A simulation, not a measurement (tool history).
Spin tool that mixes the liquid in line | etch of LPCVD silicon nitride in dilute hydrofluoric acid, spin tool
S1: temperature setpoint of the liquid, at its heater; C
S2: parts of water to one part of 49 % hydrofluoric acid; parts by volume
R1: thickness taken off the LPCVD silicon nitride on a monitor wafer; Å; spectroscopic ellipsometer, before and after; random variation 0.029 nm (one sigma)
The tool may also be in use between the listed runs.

Run 1, day 0.000: S1 25.0 C, S2 130 parts by volume, time under the liquid (s) 60. Result: R1 3.0770 Å.
Run 2, day 0.171: S1 26.0 C, S2 115 parts by volume, time under the liquid (s) 60. Result: R1 3.6690 Å.
Run 3, day 0.500: S1 26.0 C, S2 70 parts by volume, time under the liquid (s) 60. Result: R1 5.9703 Å.
Run 4, day 0.733: S1 27.0 C, S2 65 parts by volume, time under the liquid (s) 60. Result: R1 6.8202 Å.
Run 5, day 1.042: S1 27.5 C, S2 65 parts by volume, time under the liquid (s) 60. Result: R1 6.9769 Å.
At day 1.088: thermometer replaced.
Run 6, day 1.088: S1 27.5 C, S2 65 parts by volume, time under the liquid (s) 60. Result: R1 6.1941 Å.
Run 7, day 1.133: S1 31.5 C, S2 35 parts by volume, time under the liquid (s) 60. Result: R1 13.8590 Å.
Run 8, day 1.504: S1 31.0 C, S2 35 parts by volume, time under the liquid (s) 60. Result: R1 13.7250 Å.
Run 9, day 1.538: S1 30.5 C, S2 35 parts by volume, time under the liquid (s) 60. Result: R1 12.9910 Å.
Run 10, day 1.779: S1 30.0 C, S2 35 parts by volume, time under the liquid (s) 60. Result: R1 13.0580 Å.
Run 11, day 2.000: S1 29.5 C, S2 35 parts by volume, time under the liquid (s) 60. Result: R1 12.3590 Å.
Run 12, day 2.296: S1 29.0 C, S2 35 parts by volume, time under the liquid (s) 60. Result: R1 12.0250 Å.
Run 13, day 2.662: S1 26.5 C, S2 45 parts by volume, time under the liquid (s) 60. Result: R1 8.2015 Å.
Run 14, day 2.854: S1 27.0 C, S2 45 parts by volume, time under the liquid (s) 60. Result: R1 7.7294 Å.
Run 15, day 2.942: S1 29.5 C, S2 25 parts by volume, time under the liquid (s) 60. Result: R1 17.3030 Å.
Run 16, day 3.029: S1 26.0 C, S2 30 parts by volume, time under the liquid (s) 60. Result: R1 11.5330 Å.

Forecast run 17:
Run 17, day 3.167: S1 25.5 C, S2 30 parts by volume, time under the liquid (s) 60. Result: R1 ?.

{"run 17": {"R1": 11.483}}

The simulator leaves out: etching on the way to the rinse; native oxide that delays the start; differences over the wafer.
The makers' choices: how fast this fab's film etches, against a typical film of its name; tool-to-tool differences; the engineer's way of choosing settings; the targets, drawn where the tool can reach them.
